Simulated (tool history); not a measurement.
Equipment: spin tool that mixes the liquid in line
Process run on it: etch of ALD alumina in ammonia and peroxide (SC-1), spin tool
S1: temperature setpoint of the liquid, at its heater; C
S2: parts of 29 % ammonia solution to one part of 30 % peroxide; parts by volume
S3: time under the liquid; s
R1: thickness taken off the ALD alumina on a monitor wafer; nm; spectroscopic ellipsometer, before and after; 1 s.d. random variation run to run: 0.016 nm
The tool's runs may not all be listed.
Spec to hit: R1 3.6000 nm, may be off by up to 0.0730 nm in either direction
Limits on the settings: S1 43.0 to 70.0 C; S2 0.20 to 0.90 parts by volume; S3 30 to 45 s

run 1 hour=0.0 | S1=59.0 S2=0.50 S3=45 | R1=5.3470
run 2 hour=5.3 | S1=58.0 S2=0.50 S3=45 | R1=5.0825
run 3 hour=8.3 | S1=55.5 S2=0.50 S3=45 | R1=4.4294
run 4 hour=11.7 | S1=55.5 S2=0.60 S3=45 | R1=4.5283
run 5 hour=17.7 | S1=55.5 S2=0.60 S3=45 | R1=4.5449
run 6 hour=22.2 | S1=55.0 S2=0.60 S3=45 | R1=4.4290
run 7 hour=29.4 | S1=54.5 S2=0.60 S3=45 | R1=4.2734
-- hour=31.5 new drum of ammonia solution connected
run 8 hour=31.5 | S1=50.5 S2=0.60 S3=45 | R1=3.4919

5 candidate next runs follow, results not yet known. Just one meets every target within its allowed miss. Identify it.
run A hour=33.6 | S1=50.5 S2=0.45 S3=45 | R1=?
run B hour=33.6 | S1=50.0 S2=0.55 S3=45 | R1=?
run C hour=33.6 | S1=49.5 S2=0.80 S3=45 | R1=?
run D hour=33.6 | S1=51.0 S2=0.60 S3=45 | R1=?
run E hour=33.6 | S1=49.5 S2=0.70 S3=45 | R1=?

move=A R1=3.3860
move=B R1=3.3576
move=C R1=3.3848
move=D R1=3.5762
move=E R1=3.3421
A: moves away from the targets compared with the last run
B: moves away from the targets compared with the last run
C: moves away from the targets compared with the last run
D: every result within its allowed miss
E: moves away from the targets compared with the last run
Go with D: it meets all targets.
